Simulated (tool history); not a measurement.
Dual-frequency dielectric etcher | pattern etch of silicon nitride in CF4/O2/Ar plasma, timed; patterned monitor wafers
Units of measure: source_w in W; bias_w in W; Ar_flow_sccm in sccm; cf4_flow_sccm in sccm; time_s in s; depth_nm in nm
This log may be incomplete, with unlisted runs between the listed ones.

Run 1, hour 0: source_w 710 W, bias_w 54 W, Ar_flow_sccm 94 sccm, cf4_flow_sccm 90 sccm, time_s 11.5 s. Result: depth_nm 29.927 nm.
Run 2, hour 6.7: source_w 640 W, bias_w 53 W, Ar_flow_sccm 94 sccm, cf4_flow_sccm 90 sccm, time_s 11.5 s. Result: depth_nm 27.843 nm.
Run 3, hour 14.7: source_w 580 W, bias_w 52 W, Ar_flow_sccm 94 sccm, cf4_flow_sccm 90 sccm, time_s 11.5 s. Result: depth_nm 25.454 nm.
Run 4, hour 19.9: source_w 580 W, bias_w 52 W, Ar_flow_sccm 108 sccm, cf4_flow_sccm 90 sccm, time_s 11.5 s. Result: depth_nm 25.199 nm.
Run 5, hour 26.6: source_w 650 W, bias_w 52 W, Ar_flow_sccm 108 sccm, cf4_flow_sccm 90 sccm, time_s 11.5 s. Result: depth_nm 27.117 nm.
Run 6, hour 28.8: source_w 650 W, bias_w 52 W, Ar_flow_sccm 108 sccm, cf4_flow_sccm 90 sccm, time_s 11.5 s. Result: depth_nm 26.841 nm.
Run 7, hour 34.5: source_w 600 W, bias_w 51 W, Ar_flow_sccm 108 sccm, cf4_flow_sccm 90 sccm, time_s 11.5 s. Result: depth_nm 25.123 nm.

Run 8 comes next. What will it give?
Run 8, hour 40.2: source_w 570 W, bias_w 51 W, Ar_flow_sccm 108 sccm, cf4_flow_sccm 90 sccm, time_s 11.5 s. Result: depth_nm ?.

depth_nm: 24.972 nm

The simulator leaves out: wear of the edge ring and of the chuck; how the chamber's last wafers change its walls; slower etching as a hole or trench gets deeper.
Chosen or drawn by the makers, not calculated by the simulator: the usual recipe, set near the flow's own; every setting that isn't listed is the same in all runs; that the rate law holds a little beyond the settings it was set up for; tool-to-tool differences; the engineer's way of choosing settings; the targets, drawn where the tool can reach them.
